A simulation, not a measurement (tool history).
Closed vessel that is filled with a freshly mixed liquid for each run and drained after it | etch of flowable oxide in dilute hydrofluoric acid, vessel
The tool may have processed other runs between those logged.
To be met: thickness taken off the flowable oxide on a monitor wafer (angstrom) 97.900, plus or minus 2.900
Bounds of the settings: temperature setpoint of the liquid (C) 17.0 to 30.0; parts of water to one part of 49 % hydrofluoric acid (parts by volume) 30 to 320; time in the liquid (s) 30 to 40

| run | hour | temperature setpoint of the liquid (C) | parts of water to one part of 49 % hydrofluoric acid (parts by volume) | time in the liquid (s) | thickness taken off the flowable oxide on a monitor wafer (angstrom) |
|---|---|---|---|---|---|
| 1 | 0.0 | 22.0 | 175 | 40 | 52.351 |
| 2 | 4.0 | 25.0 | 175 | 40 | 59.873 |
| 3 | 11.2 | 25.0 | 205 | 40 | 49.246 |
| 4 | 16.8 | 25.0 | 145 | 40 | 74.416 |
| 5 | 24.9 | 25.5 | 145 | 40 | 74.798 |
| 6 | 29.3 | 25.5 | 145 | 40 | 75.685 |
| 7 | 35.2 | 26.0 | 145 | 40 | 77.185 |
| 8 | 43.1 | 26.5 | 145 | 40 | 78.231 |
| 9 | 50.6 | 27.0 | 145 | 40 | 78.522 |
| 10 | 56.7 | 27.5 | 140 | 40 | 84.476 |
| 11 | 62.4 | 28.0 | 140 | 40 | 87.181 |
| 12 | 66.3 | 28.5 | 140 | 40 | 87.203 |

4 next moves are on the table. One of them brings every result within its allowed miss. Which?
| A | 70.2 | 29.0 | 140 | 40 | ? |
| B | 70.2 | 27.0 | 130 | 40 | ? |
| C | 70.2 | 28.0 | 125 | 40 | ? |
| D | 70.2 | 30.0 | 125 | 40 | ? |

| move | thickness taken off the flowable oxide on a monitor wafer (angstrom) |
|---|---|
| A | 89.333 |
| B | 90.469 |
| C | 98.313 |
| D | 105.880 |
A: gains on the last run, yet a result remains outside its allowed miss
B: gains on the last run, yet a result remains outside its allowed miss
C: each result inside its tolerance
D: carries the result that was furthest off beyond its target, to the other side
C is the move that brings every result within its allowed miss.
